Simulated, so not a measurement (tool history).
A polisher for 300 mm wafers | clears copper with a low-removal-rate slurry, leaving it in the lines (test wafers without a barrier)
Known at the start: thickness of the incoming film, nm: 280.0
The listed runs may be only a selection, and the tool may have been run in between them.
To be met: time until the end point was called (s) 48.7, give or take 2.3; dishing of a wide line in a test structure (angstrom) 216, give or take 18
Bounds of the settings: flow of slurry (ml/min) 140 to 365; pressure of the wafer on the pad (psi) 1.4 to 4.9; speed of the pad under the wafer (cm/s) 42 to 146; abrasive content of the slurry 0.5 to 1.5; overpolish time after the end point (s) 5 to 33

run  hour  flow of slurry (ml/min)  pressure of the wafer on the pad (psi)  speed of the pad under the wafer (cm/s)  abrasive content of the slurry  overpolish time after the end point (s)  time until the end point was called (s)  dishing of a wide line in a test structure (angstrom)
  1     0                      235                                     3.1                                       94                               1                                       17                                   88.914                                                 378.13
  2   0.7                      235                                     3.1                                       94                            0.85                                       17                                   94.593                                                 347.05
  3   1.3                      235                                     3.1                                       94                            0.85                                       21                                   93.195                                                 444.34
  4    10                      235                                     3.6                                      100                            0.75                                       16                                    81.61                                                 382.74
     18.8  -- slurry nozzle cleaned
  5  18.8                      250                                     3.7                                      114                            0.65                                       13                                   66.572                                                 373.84
  6  20.9                      250                                     3.7                                      114                             0.5                                       13                                    72.01                                                 343.33
  7  23.2                      285                                     3.5                                      124                             0.5                                       10                                   67.781                                                 301.58
  8  31.9                      310                                     3.5                                      130                             0.5                                        8                                   63.712                                                 252.57

Of the 5 settings listed for the next run, only one would bring every result within its allowed miss of target. Which one?
  A  40.6                      305                                     3.4                                      114                             0.5                                       11                                        ?                                                      ?
  B  40.6                      285                                     3.4                                      116                             0.5                                       10                                        ?                                                      ?
  C  40.6                      360                                     2.8                                      104                            0.55                                       11                                        ?                                                      ?
  D  40.6                      315                                     3.3                                      104                             0.5                                       14                                        ?                                                      ?
  E  40.6                      365                                     4.4                                      134                            0.55                                        5                                        ?                                                      ?

move  time until the end point was called (s)  dishing of a wide line in a test structure (angstrom)
   A                                   75.469                                                 286.32
   B                                   74.692                                                 265.27
   C                                   93.747                                                 234.28
   D                                   84.442                                                 320.72
   E                                   49.301                                                 206.66
A: further off than the last run
B: further off than the last run
C: further off than the last run
D: further off than the last run
E: every result within its allowed miss
Move E is the one to make.
